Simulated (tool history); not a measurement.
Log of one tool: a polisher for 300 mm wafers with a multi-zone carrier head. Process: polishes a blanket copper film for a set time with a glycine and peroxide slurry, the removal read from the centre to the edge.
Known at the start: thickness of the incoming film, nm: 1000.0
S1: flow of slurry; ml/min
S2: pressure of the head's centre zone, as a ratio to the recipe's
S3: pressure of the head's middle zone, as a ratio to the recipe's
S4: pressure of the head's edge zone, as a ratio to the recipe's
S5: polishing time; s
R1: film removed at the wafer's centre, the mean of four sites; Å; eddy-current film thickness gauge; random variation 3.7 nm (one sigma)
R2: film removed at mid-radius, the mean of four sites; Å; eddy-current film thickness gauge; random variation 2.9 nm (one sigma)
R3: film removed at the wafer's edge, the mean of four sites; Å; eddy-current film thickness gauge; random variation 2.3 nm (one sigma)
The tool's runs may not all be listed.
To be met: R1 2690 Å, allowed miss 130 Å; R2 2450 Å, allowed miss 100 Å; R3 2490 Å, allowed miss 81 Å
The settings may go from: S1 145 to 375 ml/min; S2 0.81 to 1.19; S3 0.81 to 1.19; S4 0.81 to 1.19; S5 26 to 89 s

run    day   S1    S2    S3    S4  S5      R1      R2      R3
  1      0  240     1     1     1  57  1763.7  1826.1  1873.3
  2  0.088  245  1.02  1.01  1.01  58  1888.9  1862.4  1903.8
  3   0.25  245  1.02  1.01  1.04  58  1810.2  1895.4  1949.8
  4    0.6  200  1.02  1.01  1.04  58  1862.2    1804    1930
     0.846  -- edge zone pressure recalibrated
  5  0.846  200  1.02  1.01  1.04  71  2235.5  2236.5  2231.5
  6  0.875  205  1.03  1.01  1.05  71  2298.6  2178.1  2213.4
  7  1.217  210  1.03  1.01  1.06  72  2338.9  2253.7  2272.9
  8  1.533  215  1.04  1.01  1.07  72  2300.2  2218.6    2371
  9  1.562  245  1.14  1.08     1  75  2695.9  2554.8  2381.3
 10  1.842  245  1.14  1.07  1.01  75  2756.9  2472.8  2404.4
 11  1.996  245  1.14  1.07  1.02  75  2714.8  2476.5  2411.6

Which of these 4 next moves meets every target?
  A  2.15  275  1.13  1.11  0.97  73   ?   ?   ?
  B  2.15  315  1.14  1.05  1.11  74   ?   ?   ?
  C  2.15  225  1.19  1.04  1.01  74   ?   ?   ?
  D  2.15  340  1.05  1.11  0.98  73   ?   ?   ?

move      R1      R2      R3
   A    2635  2526.7  2274.3
   B    2727  2492.4  2460.4
   C  2757.9    2406  2314.3
   D  2493.2  2570.5    2313
A: further off than the last run
B: meets every target
C: further off than the last run
D: further off than the last run
The right move is B.

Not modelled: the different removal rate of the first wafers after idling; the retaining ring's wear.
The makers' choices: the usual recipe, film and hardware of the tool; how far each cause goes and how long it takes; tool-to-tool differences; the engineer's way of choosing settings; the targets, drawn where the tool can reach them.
